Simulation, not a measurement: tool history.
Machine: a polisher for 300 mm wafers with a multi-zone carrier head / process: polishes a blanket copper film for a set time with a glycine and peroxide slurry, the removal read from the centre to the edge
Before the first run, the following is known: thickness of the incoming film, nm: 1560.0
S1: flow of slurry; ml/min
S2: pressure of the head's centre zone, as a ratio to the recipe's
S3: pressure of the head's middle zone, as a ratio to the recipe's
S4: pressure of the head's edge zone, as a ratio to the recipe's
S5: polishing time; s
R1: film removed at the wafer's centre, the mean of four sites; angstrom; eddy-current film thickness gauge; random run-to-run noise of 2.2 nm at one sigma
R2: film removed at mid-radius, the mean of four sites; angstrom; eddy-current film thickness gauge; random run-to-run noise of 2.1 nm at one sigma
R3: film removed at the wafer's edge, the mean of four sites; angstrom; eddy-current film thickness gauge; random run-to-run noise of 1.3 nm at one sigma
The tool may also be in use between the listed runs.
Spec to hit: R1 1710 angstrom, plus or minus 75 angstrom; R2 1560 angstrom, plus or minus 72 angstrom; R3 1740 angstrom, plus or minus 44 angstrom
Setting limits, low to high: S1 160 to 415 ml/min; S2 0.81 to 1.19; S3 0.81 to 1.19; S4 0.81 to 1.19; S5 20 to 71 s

| run | day | S1 | S2 | S3 | S4 | S5 | R1 | R2 | R3 |
|---|---|---|---|---|---|---|---|---|---|
| 1 | 0 | 265 | 1 | 1 | 1 | 45 | 2429.5 | 2490.2 | 2443.5 |
| 2 | 0.179 | 260 | 0.99 | 0.98 | 0.99 | 43 | 2329.9 | 2291.9 | 2313.1 |
| 3 | 0.229 | 260 | 0.99 | 0.92 | 0.99 | 43 | 2304.1 | 2212.6 | 2349.1 |
| 4 | 0.421 | 260 | 0.99 | 0.92 | 0.99 | 37 | 1991.5 | 1875.9 | 1986.5 |
|  | 0.5 | worn pad replaced by a new one |
| 5 | 0.5 | 230 | 0.99 | 0.92 | 0.99 | 37 | 2034.2 | 1969.5 | 2080.5 |
| 6 | 0.612 | 230 | 0.99 | 0.92 | 0.99 | 43 | 2402.9 | 2288.1 | 2406.9 |
| 7 | 0.758 | 250 | 0.98 | 0.91 | 0.97 | 42 | 2339.9 | 2217.8 | 2361.7 |
| 8 | 0.971 | 260 | 0.99 | 0.91 | 1 | 41 | 2348 | 2184.2 | 2367.6 |
| 9 | 1.329 | 265 | 0.98 | 0.9 | 0.98 | 40 | 2248.7 | 2126.9 | 2260.4 |
| 10 | 1.642 | 260 | 0.99 | 0.91 | 1 | 39 | 2184 | 2068.8 | 2237.9 |
| 11 | 1.838 | 260 | 0.98 | 0.9 | 0.99 | 38 | 2139 | 1992 | 2160.1 |
| 12 | 1.9 | 260 | 0.97 | 0.89 | 0.98 | 37 | 2063.2 | 1987.8 | 2087.1 |
| 13 | 2.129 | 255 | 0.98 | 0.9 | 0.99 | 36 | 2024.5 | 1847.7 | 2057.4 |
| 14 | 2.483 | 255 | 0.98 | 0.9 | 0.99 | 35 | 1975.5 | 1868.4 | 2009.7 |
| 15 | 2.575 | 255 | 0.98 | 0.89 | 0.99 | 34 | 1936.5 | 1786.3 | 1917.1 |
| 16 | 2.779 | 255 | 0.98 | 0.88 | 0.99 | 33 | 1872.9 | 1732.7 | 1867 |
| 17 | 2.812 | 225 | 0.94 | 0.81 | 0.93 | 31 | 1644.8 | 1463.1 | 1691.1 |

Next run, 5 choices. One meets every target within its allowed miss, the rest don't. Which?
| A | 2.846 | 190 | 1 | 0.89 | 1.03 | 31 | ? | ? | ? |
| B | 2.846 | 165 | 0.94 | 0.81 | 0.81 | 33 | ? | ? | ? |
| C | 2.846 | 265 | 0.99 | 0.88 | 0.9 | 30 | ? | ? | ? |
| D | 2.846 | 235 | 1.19 | 0.81 | 0.92 | 30 | ? | ? | ? |
| E | 2.846 | 180 | 0.94 | 0.92 | 0.92 | 31 | ? | ? | ? |

| move | R1 | R2 | R3 |
|---|---|---|---|
| A | 1685.8 | 1550.2 | 1720.2 |
| B | 1665.3 | 1489.7 | 1626.2 |
| C | 1705 | 1557.2 | 1625.8 |
| D | 1927.4 | 1432.2 | 1624.1 |
| E | 1594.3 | 1579.3 | 1625.9 |
A: every result lands within tolerance
B: gets the furthest-off result to its target, but another result is out of tolerance
C: gets the furthest-off result to its target, but another result is out of tolerance
D: further off than the last run
E: gets the furthest-off result to its target, but another result is out of tolerance
Go with A: it meets all targets.

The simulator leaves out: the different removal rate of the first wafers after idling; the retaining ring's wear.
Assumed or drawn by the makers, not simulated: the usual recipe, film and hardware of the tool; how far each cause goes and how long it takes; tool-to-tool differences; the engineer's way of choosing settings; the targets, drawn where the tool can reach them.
